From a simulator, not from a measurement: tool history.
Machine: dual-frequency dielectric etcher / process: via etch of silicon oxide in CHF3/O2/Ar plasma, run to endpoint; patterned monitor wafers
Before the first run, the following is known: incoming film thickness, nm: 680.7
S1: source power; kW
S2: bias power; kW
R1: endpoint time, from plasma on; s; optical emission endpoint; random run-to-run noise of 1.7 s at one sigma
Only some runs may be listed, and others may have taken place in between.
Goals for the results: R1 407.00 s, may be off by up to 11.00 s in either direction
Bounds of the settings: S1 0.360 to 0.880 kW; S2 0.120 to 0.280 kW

run    day     S1     S2      R1
  1  0.000  0.620  0.200  339.46
  2  0.317  0.560  0.191  361.97
  3  0.700  0.520  0.188  383.52
  4  1.067  0.500  0.187  389.59
  5  1.162  0.500  0.213  377.22
  6  1.388  0.610  0.213  336.64
  7  1.567  0.560  0.209  349.63
  8  1.896  0.520  0.207  369.24
  9  2.104  0.410  0.200  431.85
 10  2.200  0.420  0.201  422.96

Which one of the following 4 next-run settings gets every result inside its allowed miss? There is exactly one.
  A  2.296  0.490  0.213   ?
  B  2.296  0.430  0.177   ?
  C  2.296  0.470  0.247   ?
  D  2.296  0.410  0.247   ?

move      R1
   A  378.84
   B  432.75
   C  371.22
   D  403.97
A: takes the biggest miss from the last run beyond its target
B: the biggest miss grows against the last run
C: takes the biggest miss from the last run beyond its target
D: every result within its allowed miss
Answer: D
